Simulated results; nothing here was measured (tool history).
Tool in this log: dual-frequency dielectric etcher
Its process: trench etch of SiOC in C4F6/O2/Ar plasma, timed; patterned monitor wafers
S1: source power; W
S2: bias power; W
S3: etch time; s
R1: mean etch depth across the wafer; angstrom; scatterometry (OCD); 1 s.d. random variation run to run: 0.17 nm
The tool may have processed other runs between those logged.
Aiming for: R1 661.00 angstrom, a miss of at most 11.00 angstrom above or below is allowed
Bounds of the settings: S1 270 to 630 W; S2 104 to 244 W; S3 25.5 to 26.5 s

{"run": 1, "day": 0.0, "S1": 450, "S2": 174, "S3": 25.5, "R1": 581.91}
{"run": 2, "day": 0.333, "S1": 450, "S2": 174, "S3": 26.5, "R1": 598.95}
{"run": 3, "day": 0.492, "S1": 450, "S2": 174, "S3": 26.5, "R1": 602.15}
{"run": 4, "day": 0.629, "S1": 370, "S2": 174, "S3": 26.5, "R1": 548.99}
{"run": 5, "day": 0.738, "S1": 370, "S2": 174, "S3": 25.5, "R1": 528.03}
{"run": 6, "day": 1.067, "S1": 370, "S2": 201, "S3": 25.5, "R1": 559.59}
{"run": 7, "day": 1.271, "S1": 410, "S2": 203, "S3": 25.5, "R1": 587.59}
{"run": 8, "day": 1.379, "S1": 440, "S2": 204, "S3": 25.5, "R1": 607.7}

Of the 4 settings listed for the next run, only one would bring every result within its allowed miss of target. Which one?
{"run": "A", "day": 1.488, "S1": 470, "S2": 206, "S3": 26.0, "R1": "?"}
{"run": "B", "day": 1.488, "S1": 420, "S2": 229, "S3": 26.0, "R1": "?"}
{"run": "C", "day": 1.488, "S1": 490, "S2": 205, "S3": 25.5, "R1": "?"}
{"run": "D", "day": 1.488, "S1": 470, "S2": 227, "S3": 26.0, "R1": "?"}

move=A R1=640.99
move=B R1=634.48
move=C R1=639.10
move=D R1=664.38
A: nearer than the last run, and not there yet
B: nearer than the last run, and not there yet
C: nearer than the last run, and not there yet
D: every result within its allowed miss
Go with D: it meets all targets.

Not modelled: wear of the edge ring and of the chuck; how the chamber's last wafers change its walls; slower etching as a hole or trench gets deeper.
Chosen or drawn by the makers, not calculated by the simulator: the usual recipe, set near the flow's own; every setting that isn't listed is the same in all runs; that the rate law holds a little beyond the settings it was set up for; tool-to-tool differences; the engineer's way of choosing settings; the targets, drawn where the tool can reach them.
